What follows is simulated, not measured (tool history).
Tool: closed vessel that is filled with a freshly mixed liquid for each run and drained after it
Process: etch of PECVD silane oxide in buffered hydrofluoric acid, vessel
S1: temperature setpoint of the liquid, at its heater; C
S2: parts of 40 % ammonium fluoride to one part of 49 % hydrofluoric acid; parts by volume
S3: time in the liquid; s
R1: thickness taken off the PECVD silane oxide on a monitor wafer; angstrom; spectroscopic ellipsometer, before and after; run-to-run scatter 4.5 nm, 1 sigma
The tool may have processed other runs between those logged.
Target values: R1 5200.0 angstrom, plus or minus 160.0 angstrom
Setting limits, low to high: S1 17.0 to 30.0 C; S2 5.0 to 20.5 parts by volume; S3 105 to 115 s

run  hour    S1    S2   S3      R1
  1   0.0  22.0  12.5  105  3588.0
  2   1.8  22.0   9.0  105  4729.0
  3   5.4  22.5   9.0  105  4921.2
  4   9.2  22.5   9.0  115  5338.5
  5  14.8  22.5   5.5  115  8701.7
  6  21.4  22.5   5.5  105  8082.5
  7  28.9  21.5   5.5  105  7584.1
  8  31.8  21.0   6.0  105  6793.0
  9  37.2  20.5   6.0  105  6634.4
 10  40.2  17.0   7.0  105  4703.2
 11  43.9  17.5   7.0  105  4836.0
 12  48.4  18.0   7.0  105  4961.3

4 next moves are on the table. One of them brings every result within its allowed miss. Which?
  A  52.9  17.0  7.0  105   ?
  B  52.9  18.5  7.5  115   ?
  C  52.9  20.0  8.0  105   ?
  D  52.9  17.5  7.0  105   ?

move      R1
   A  4735.2
   B  5241.6
   C  4855.6
   D  4872.0
A: the biggest miss grows against the last run
B: all results land within tolerance of their targets
C: the biggest miss grows against the last run
D: the biggest miss grows against the last run
B meets every target.
